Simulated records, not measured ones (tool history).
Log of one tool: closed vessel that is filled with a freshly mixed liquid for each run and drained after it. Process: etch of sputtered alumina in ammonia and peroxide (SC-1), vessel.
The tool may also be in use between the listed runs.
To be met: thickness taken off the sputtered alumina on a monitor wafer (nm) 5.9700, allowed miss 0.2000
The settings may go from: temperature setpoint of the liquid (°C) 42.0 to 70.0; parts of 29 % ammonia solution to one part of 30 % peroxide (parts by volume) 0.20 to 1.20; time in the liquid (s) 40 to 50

run,day,temperature setpoint of the liquid (°C),parts of 29 % ammonia solution to one part of 30 % peroxide (parts by volume),time in the liquid (s),thickness taken off the sputtered alumina on a monitor wafer (nm)
1,0.000,58.0,0.85,50,4.6845
2,0.329,59.5,0.85,50,5.1028
3,0.450,59.5,0.85,40,4.1066
4,0.817,64.5,0.85,40,5.2490
5,1.108,61.5,0.85,40,4.5049
6,1.379,63.5,0.85,40,4.9655
7,1.633,65.0,0.85,40,5.3528
8,1.758,66.0,0.85,40,5.7780

Which of these 5 next moves meets every target?
A,1.883,68.0,0.45,40,?
B,1.883,63.0,1.00,45,?
C,1.883,65.0,0.90,40,?
D,1.883,68.0,0.30,40,?
E,1.883,65.0,1.15,45,?

move,thickness taken off the sputtered alumina on a monitor wafer (nm)
A,5.8730
B,5.5632
C,5.4105
D,5.6526
E,6.2294
A: meets every target
B: further off than the last run
C: further off than the last run
D: further off than the last run
E: takes the result that was furthest off past its target
Answer: A
